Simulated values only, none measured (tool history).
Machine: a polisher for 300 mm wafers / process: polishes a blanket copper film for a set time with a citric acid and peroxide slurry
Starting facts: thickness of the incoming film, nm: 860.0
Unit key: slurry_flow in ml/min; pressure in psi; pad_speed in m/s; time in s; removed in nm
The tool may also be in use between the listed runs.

{"run": 1, "hour": 0.0, "slurry_flow": 310, "pressure": 2.9, "pad_speed": 0.94, "slurry_solids": 1, "time": 93, "removed": 213.88}
{"run": 2, "hour": 5.7, "slurry_flow": 310, "pressure": 2.9, "pad_speed": 0.94, "slurry_solids": 1, "time": 93, "removed": 213.77}
{"run": 3, "hour": 10.0, "slurry_flow": 260, "pressure": 2.9, "pad_speed": 0.94, "slurry_solids": 1, "time": 93, "removed": 208.53}
{"run": 4, "hour": 10.7, "slurry_flow": 310, "pressure": 2.9, "pad_speed": 0.94, "slurry_solids": 1, "time": 93, "removed": 213.14}
{"hour": 12.2, "done": "head pressure recalibrated"}
{"run": 5, "hour": 12.2, "slurry_flow": 315, "pressure": 3, "pad_speed": 0.94, "slurry_solids": 1, "time": 93, "removed": 236.14}
{"run": 6, "hour": 18.6, "slurry_flow": 325, "pressure": 3, "pad_speed": 0.94, "slurry_solids": 1, "time": 93, "removed": 237.05}
{"run": 7, "hour": 26.8, "slurry_flow": 335, "pressure": 3, "pad_speed": 0.94, "slurry_solids": 1, "time": 93, "removed": 238.36}
{"run": 8, "hour": 28.9, "slurry_flow": 345, "pressure": 3, "pad_speed": 0.94, "slurry_solids": 1, "time": 93, "removed": 238.93}
{"run": 9, "hour": 37.7, "slurry_flow": 355, "pressure": 3, "pad_speed": 0.94, "slurry_solids": 1, "time": 93, "removed": 234.94}
{"run": 10, "hour": 41.4, "slurry_flow": 360, "pressure": 3, "pad_speed": 0.94, "slurry_solids": 1, "time": 93, "removed": 238.02}
{"run": 11, "hour": 46.4, "slurry_flow": 370, "pressure": 3, "pad_speed": 0.94, "slurry_solids": 1, "time": 93, "removed": 237.36}
{"run": 12, "hour": 48.0, "slurry_flow": 375, "pressure": 3, "pad_speed": 0.94, "slurry_solids": 1, "time": 93, "removed": 239.02}
{"run": 13, "hour": 54.6, "slurry_flow": 380, "pressure": 3, "pad_speed": 0.94, "slurry_solids": 1, "time": 93, "removed": 237.09}

Run 14 comes next. What will it give?
{"run": 14, "hour": 55.4, "slurry_flow": 385, "pressure": 3, "pad_speed": 0.94, "slurry_solids": 1, "time": 93, "removed": "?"}

Run 14 produced removed 240.04 nm.
